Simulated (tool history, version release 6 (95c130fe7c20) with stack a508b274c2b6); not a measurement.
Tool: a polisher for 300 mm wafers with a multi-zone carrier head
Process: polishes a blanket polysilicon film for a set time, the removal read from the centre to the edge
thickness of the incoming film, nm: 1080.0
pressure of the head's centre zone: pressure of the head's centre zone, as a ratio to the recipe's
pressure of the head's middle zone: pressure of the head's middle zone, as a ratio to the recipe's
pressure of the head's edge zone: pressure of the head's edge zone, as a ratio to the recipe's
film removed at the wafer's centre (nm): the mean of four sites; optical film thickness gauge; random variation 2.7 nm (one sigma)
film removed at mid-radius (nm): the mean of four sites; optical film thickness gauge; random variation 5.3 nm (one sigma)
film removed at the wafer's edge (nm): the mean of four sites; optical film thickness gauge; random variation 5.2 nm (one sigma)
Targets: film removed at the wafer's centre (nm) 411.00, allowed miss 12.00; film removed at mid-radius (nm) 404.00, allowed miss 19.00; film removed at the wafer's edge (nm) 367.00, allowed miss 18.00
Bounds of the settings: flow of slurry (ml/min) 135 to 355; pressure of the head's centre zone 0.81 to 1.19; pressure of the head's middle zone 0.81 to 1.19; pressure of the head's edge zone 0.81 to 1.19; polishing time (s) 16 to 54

run  hour  flow of slurry (ml/min)  pressure of the head's centre zone  pressure of the head's middle zone  pressure of the head's edge zone  polishing time (s)  film removed at the wafer's centre (nm)  film removed at mid-radius (nm)  film removed at the wafer's edge (nm)
  1   0.0                      225                                1.00                                1.00                              1.00                  35                                   357.55                           350.14                                 361.23
  2   2.6                      235                                1.02                                1.02                              0.99                  35                                   366.54                           351.57                                 355.27
  3   7.8                      240                                1.03                                1.04                              0.99                  35                                   368.09                           357.61                                 365.58
  4  14.8                      240                                1.04                                1.06                              0.96                  35                                   373.09                           366.87                                 352.15
  5  19.5                      240                                1.04                                1.06                              1.00                  35                                   369.47                           374.45                                 358.64
  6  24.9                      245                                1.06                                1.07                              1.00                  35                                   374.01                           362.86                                 369.84
  7  26.5                      250                                1.07                                1.08                              0.98                  35                                   381.31                           377.04                                 350.96
  8  27.2                      255                                1.08                                1.09                              0.98                  35                                   384.68                           369.33                                 357.95
  9  28.5                      255                                1.08                                1.09                              0.98                  35                                   387.71                           371.81                                 359.74
 10  31.7                      260                                1.08                                1.10                              0.98                  35                                   389.09                           364.26                                 354.90
     36.3  -- edge zone pressure recalibrated
 11  36.3                      260                                1.08                                1.19                              0.96                  37                                   407.99                           411.01                                 400.16

5 next moves are on the table. One of them brings every result within its allowed miss. Which?
  A  40.9                      275                                1.07                                1.08                              1.07                  38                                        ?                                ?                                      ?
  B  40.9                      275                                1.09                                1.14                              1.09                  36                                        ?                                ?                                      ?
  C  40.9                      240                                1.10                                1.16                              0.90                  37                                        ?                                ?                                      ?
  D  40.9                      205                                1.09                                1.11                              1.08                  39                                        ?                                ?                                      ?
  E  40.9                      320                                1.10                                1.05                              1.19                  35                                        ?                                ?                                      ?

move  film removed at the wafer's centre (nm)  film removed at mid-radius (nm)  film removed at the wafer's edge (nm)
   A                                   423.00                           409.07                                 416.00
   B                                   407.20                           402.41                                 397.53
   C                                   414.16                           411.95                                 367.94
   D                                   422.25                           411.47                                 416.41
   E                                   405.71                           375.21                                 409.56
A: further off than the last run
B: nearer than the last run, and not there yet
C: meets every target
D: further off than the last run
E: further off than the last run
Answer: C
